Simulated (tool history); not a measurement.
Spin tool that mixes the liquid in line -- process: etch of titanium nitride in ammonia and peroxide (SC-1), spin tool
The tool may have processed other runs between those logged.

run    day  temperature setpoint of the liquid (°C)  parts of water to one part of 30 % peroxide (parts by volume)  parts of 29 % ammonia solution to one part of 30 % peroxide (parts by volume)  time under the liquid (s)  thickness taken off the titanium nitride on a monitor wafer (angstrom)
  1      0                                       54                                                             11                                                                            0.6                         35                                                                  34.791
  2  0.358                                       54                                                             11                                                                            0.7                         35                                                                  35.884
  3  0.717                                     59.5                                                             10                                                                            0.7                         35                                                                  54.401
  4  0.946                                     59.5                                                           13.5                                                                            0.7                         35                                                                  46.402
  5  0.992                                     59.5                                                           13.5                                                                            0.7                         35                                                                  46.657
  6   1.25                                     59.5                                                             10                                                                            0.7                         35                                                                  54.361
  7  1.521                                       63                                                            9.5                                                                            0.7                         35                                                                  70.163
  8  1.629                                     65.5                                                              9                                                                            0.7                         35                                                                  84.128

What will run 9 give?
  9  1.967                                       67                                                            8.5                                                                            0.7                         35                                                                       ?

{"run 9": {"thickness taken off the titanium nitride on a monitor wafer (angstrom)": 95.77}}
